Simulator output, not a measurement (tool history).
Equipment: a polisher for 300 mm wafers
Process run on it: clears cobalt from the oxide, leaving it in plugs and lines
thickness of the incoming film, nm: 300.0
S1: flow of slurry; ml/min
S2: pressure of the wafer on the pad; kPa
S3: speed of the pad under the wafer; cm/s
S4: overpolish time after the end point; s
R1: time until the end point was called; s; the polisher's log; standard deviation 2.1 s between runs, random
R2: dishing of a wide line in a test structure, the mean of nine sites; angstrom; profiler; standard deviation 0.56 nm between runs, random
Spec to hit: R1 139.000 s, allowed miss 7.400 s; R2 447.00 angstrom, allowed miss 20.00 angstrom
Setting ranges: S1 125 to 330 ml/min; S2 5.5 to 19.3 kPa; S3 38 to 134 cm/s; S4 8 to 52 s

run,hour,S1,S2,S3,S4,R1,R2
1,0.0,210,12.4,86,26,87.140,532.23
2,2.7,210,11.7,86,27,89.134,546.54
3,9.0,210,11.0,86,27,96.690,526.98
4,11.4,210,11.0,102,27,80.721,575.68
5,15.4,210,10.3,100,27,84.538,555.26
6,24.3,210,9.7,98,27,91.031,528.10
7,32.1,210,9.0,96,28,98.002,523.18
8,38.6,210,9.0,96,28,98.293,512.55
9,44.6,210,8.3,94,29,101.690,513.94

4 candidate next runs follow, results not yet known. Just one meets every target within its allowed miss. Identify it.
A,50.6,240,6.9,80,30,?,?
B,50.6,210,6.2,102,22,?,?
C,50.6,185,6.9,92,26,?,?
D,50.6,160,9.0,82,22,?,?

move,R1,R2
A,139.930,454.59
B,120.100,409.54
C,126.680,441.49
D,121.930,405.27
A: in spec on every target
B: closer than the last run, but not yet in spec
C: closer than the last run, but not yet in spec
D: closer than the last run, but not yet in spec
Go with A: it meets all targets.

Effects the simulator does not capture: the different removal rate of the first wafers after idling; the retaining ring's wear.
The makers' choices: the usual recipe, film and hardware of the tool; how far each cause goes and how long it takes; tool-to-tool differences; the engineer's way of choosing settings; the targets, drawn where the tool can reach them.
